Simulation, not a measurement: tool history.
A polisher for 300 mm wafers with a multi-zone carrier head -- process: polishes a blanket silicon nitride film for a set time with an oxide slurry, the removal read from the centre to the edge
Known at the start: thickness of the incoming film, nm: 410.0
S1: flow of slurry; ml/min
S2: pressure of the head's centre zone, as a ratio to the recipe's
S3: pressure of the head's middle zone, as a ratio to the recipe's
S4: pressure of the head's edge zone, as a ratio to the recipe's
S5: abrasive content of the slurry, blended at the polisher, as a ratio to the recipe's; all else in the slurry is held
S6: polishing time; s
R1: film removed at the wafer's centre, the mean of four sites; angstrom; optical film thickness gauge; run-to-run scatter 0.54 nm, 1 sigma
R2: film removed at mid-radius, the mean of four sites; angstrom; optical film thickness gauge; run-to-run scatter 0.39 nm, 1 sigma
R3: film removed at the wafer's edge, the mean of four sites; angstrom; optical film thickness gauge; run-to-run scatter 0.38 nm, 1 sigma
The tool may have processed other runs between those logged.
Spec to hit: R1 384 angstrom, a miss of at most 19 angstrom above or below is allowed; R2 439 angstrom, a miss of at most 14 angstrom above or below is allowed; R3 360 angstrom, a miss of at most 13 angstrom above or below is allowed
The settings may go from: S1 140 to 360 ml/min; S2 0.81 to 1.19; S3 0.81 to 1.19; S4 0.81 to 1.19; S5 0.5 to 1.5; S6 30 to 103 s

run,hour,S1,S2,S3,S4,S5,S6,R1,R2,R3
1,0,230,1,1,1,1,66,315.47,318.76,309.56
2,7,230,1,1,1,1,74,347.9,357.17,352.4
3,9.5,230,1,1,1,1,84,398.66,405.94,394.9
4,17.5,230,1,1,1,1.1,84,424.9,426.4,420.22
5,25.9,225,0.99,1.03,0.95,1.05,84,406.38,426.8,393.3
6,27.7,225,0.99,1.03,0.95,1.05,75,362.23,381.81,351.91
7,33.5,240,0.99,1.07,0.95,1.05,75,363.99,397.58,355.19
8,36.1,250,1,1.1,0.94,1.05,75,372.74,408.49,355.58
9,43.7,255,1,1.12,0.93,1.05,75,371.52,415.94,354.49
10,51.6,260,1,1.14,0.93,1.05,75,375.26,420.49,358.24

Exactly one of the 5 candidate moves below puts every result within its allowed miss. Which one?
A,59.5,310,1.13,1.09,1.02,1.1,70,?,?,?
B,59.5,260,1.05,1.1,0.95,1.05,75,?,?,?
C,59.5,240,0.87,1.19,0.94,1.15,76,?,?,?
D,59.5,275,1.01,1.16,0.93,1.2,70,?,?,?
E,59.5,235,1.03,1.07,0.99,1.2,70,?,?,?

move,R1,R2,R3
A,416.37,398.85,358.12
B,394.85,411.4,355.47
C,346.52,467.58,375.69
D,386.02,437.43,356.64
E,386.05,401.11,363.05
A: lands further from the targets than the last run did
B: lands further from the targets than the last run did
C: the result that was furthest off in the last run now lies on the other side of its target
D: hits every target within its allowed miss
E: lands further from the targets than the last run did
The right move is D.
